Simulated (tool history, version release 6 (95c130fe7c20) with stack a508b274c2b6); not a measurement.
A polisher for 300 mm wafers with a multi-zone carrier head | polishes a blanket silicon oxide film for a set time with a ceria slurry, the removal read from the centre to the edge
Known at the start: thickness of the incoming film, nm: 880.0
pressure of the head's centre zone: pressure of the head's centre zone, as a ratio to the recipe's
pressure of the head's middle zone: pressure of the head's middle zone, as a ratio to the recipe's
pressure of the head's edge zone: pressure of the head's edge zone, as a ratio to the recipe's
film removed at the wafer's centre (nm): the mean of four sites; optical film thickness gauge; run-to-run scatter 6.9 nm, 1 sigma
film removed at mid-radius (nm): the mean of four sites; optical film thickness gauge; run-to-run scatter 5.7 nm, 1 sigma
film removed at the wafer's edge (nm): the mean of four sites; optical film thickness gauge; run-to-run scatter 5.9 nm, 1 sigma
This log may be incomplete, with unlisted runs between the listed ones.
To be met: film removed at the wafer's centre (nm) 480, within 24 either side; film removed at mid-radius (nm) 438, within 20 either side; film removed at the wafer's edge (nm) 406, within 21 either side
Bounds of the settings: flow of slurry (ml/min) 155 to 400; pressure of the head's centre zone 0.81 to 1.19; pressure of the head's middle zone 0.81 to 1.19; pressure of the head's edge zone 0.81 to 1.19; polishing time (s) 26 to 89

run    day  flow of slurry (ml/min)  pressure of the head's centre zone  pressure of the head's middle zone  pressure of the head's edge zone  polishing time (s)  film removed at the wafer's centre (nm)  film removed at mid-radius (nm)  film removed at the wafer's edge (nm)
  1      0                      255                                   1                                   1                                 1                  57                                   322.69                           322.07                                 308.37
  2  0.117                      255                                0.94                                   1                                 1                  57                                   297.95                           311.37                                 302.13
  3  0.271                      255                                0.94                                0.97                                 1                  57                                   299.08                           314.51                                 310.41
  4  0.346                      305                                0.94                                0.97                                 1                  57                                   303.02                            319.4                                 314.35
  5  0.475                      305                                0.97                                0.98                                 1                  60                                   329.84                           332.34                                 328.35
  6  0.562                      280                                0.97                                0.98                                 1                  60                                   324.85                           329.86                                 323.61
  7  0.817                      280                                0.99                                0.99                                 1                  63                                   347.47                           353.31                                 344.51
  8  0.892                      280                                0.99                                0.99                                 1                  63                                   353.45                           355.03                                 344.89
  9  1.258                      280                                1.01                                   1                                 1                  65                                   373.73                           361.51                                 366.28
 10  1.442                      285                                1.03                                1.03                              0.98                  66                                   377.57                           384.61                                 359.39
 11  1.633                      285                                1.06                                1.04                              0.98                  67                                   398.47                           388.38                                 365.77
 12  1.921                      285                                1.08                                1.05                              0.98                  68                                   407.66                           410.47                                 381.29

Below are 5 possible settings for the next run. Only one of them brings all results inside the allowed miss of their targets. Which is it?
  A  2.208                      330                                0.94                                1.19                              0.94                  68                                        ?                                ?                                      ?
  B  2.208                      395                                1.16                                1.07                              1.04                  71                                        ?                                ?                                      ?
  C  2.208                      365                                0.88                                1.19                              1.12                  67                                        ?                                ?                                      ?
  D  2.208                      240                                1.19                                0.85                              0.81                  81                                        ?                                ?                                      ?
  E  2.208                      350                                0.97                                1.16                              0.99                  63                                        ?                                ?                                      ?

move  film removed at the wafer's centre (nm)  film removed at mid-radius (nm)  film removed at the wafer's edge (nm)
   A                                   368.95                           441.49                                 364.25
   B                                   482.71                           425.78                                 403.98
   C                                      343                           438.36                                 393.32
   D                                   539.24                           384.55                                 399.02
   E                                   354.51                           401.82                                 347.22
A: the biggest miss grows against the last run
B: every result lands within tolerance
C: the biggest miss grows against the last run
D: the result that was furthest off in the last run now lies on the other side of its target
E: the biggest miss grows against the last run
So the answer is move B, the one that meets all the targets.
